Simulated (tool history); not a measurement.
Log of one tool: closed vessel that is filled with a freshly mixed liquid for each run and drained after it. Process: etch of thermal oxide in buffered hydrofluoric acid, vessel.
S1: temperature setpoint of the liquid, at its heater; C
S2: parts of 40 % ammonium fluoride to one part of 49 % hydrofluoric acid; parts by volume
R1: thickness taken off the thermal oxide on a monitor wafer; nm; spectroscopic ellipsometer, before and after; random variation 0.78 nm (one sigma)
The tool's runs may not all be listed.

Run 1, hour 0.0: S1 21.0 C, S2 15.0 parts by volume, time in the liquid (s) 100. Result: R1 66.215 nm.
Run 2, hour 7.2: S1 21.5 C, S2 15.0 parts by volume, time in the liquid (s) 100. Result: R1 67.392 nm.
Run 3, hour 10.5: S1 21.5 C, S2 13.0 parts by volume, time in the liquid (s) 100. Result: R1 76.536 nm.
Run 4, hour 15.7: S1 21.5 C, S2 10.0 parts by volume, time in the liquid (s) 100. Result: R1 100.810 nm.
Run 5, hour 17.9: S1 21.5 C, S2 8.0 parts by volume, time in the liquid (s) 100. Result: R1 120.720 nm.
Run 6, hour 19.8: S1 21.5 C, S2 5.5 parts by volume, time in the liquid (s) 100. Result: R1 172.230 nm.
Run 7, hour 27.8: S1 21.0 C, S2 6.5 parts by volume, time in the liquid (s) 100. Result: R1 146.480 nm.
Run 8, hour 34.5: S1 20.5 C, S2 7.5 parts by volume, time in the liquid (s) 100. Result: R1 123.380 nm.
Run 9, hour 39.7: S1 20.0 C, S2 8.0 parts by volume, time in the liquid (s) 100. Result: R1 112.960 nm.

Run 10 comes next. What will it give?
Run 10, hour 47.0: S1 19.5 C, S2 8.0 parts by volume, time in the liquid (s) 100. Result: R1 ?.

Run 10 gave R1 109.340 nm.
